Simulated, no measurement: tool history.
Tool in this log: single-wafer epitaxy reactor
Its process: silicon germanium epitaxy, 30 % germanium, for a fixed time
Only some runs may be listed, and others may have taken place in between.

run    day  wafer temperature setpoint (pyrometer-controlled) (°C)  chamber pressure (mTorr)  mean film thickness on the monitor wafer (nm)
  1      0                                                     610                     18800                                         63.627
  2  0.092                                                     610                     20900                                         66.392
  3  0.404                                                     611                     20900                                         67.022
  4  0.679                                                     612                     20900                                         69.114
  5  0.804                                                     612                     23100                                         71.704
  6  0.888                                                     612                     20100                                         68.022
  7  1.096                                                     613                     20100                                         69.434

Run 8 comes next. What will it give?
  8  1.196                                                     613                     20100                                              ?

{"run 8": {"mean film thickness on the monitor wafer (nm)": 69.339}}

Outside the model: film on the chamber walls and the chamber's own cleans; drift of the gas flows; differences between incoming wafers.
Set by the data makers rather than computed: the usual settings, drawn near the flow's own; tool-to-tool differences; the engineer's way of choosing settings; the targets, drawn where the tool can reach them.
